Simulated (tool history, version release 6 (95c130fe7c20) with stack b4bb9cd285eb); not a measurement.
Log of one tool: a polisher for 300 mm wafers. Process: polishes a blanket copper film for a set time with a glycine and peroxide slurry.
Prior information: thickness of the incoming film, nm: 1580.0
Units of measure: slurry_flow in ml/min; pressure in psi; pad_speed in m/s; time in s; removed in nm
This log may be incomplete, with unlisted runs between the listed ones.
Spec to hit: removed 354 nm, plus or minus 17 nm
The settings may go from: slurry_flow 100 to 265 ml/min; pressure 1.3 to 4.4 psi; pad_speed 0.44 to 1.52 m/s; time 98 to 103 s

run	hour	slurry_flow	pressure	pad_speed	time	removed
1	0	170	2.8	0.98	98	399.5
2	8	170	2.7	0.98	98	404.56
3	16.4	170	2.7	1.16	98	453.07
4	24.2	170	3.1	1.16	98	500.54
5	32.2	210	3.1	1.16	98	530.79
6	40.1	250	3.1	1.16	98	530.7
7	43.7	250	2.7	1.14	98	464.37
8	50.1	250	2.4	1.12	98	419.24
9	51.8	250	2.2	1.12	98	404
10	56.8	250	2.1	1.12	98	381.15

Which one of the following 4 next-run settings gets every result inside its allowed miss? There is exactly one.
A	61.8	235	2	1	101	?
B	61.8	245	2	1.34	103	?
C	61.8	250	1.7	1	98	?
D	61.8	265	1.4	1.3	98	?

move	removed
A	354.89
B	439.83
C	309.48
D	320.1
A: hits every target within its allowed miss
B: the biggest miss grows against the last run
C: takes the biggest miss from the last run beyond its target
D: takes the biggest miss from the last run beyond its target
Go with A: it meets all targets.
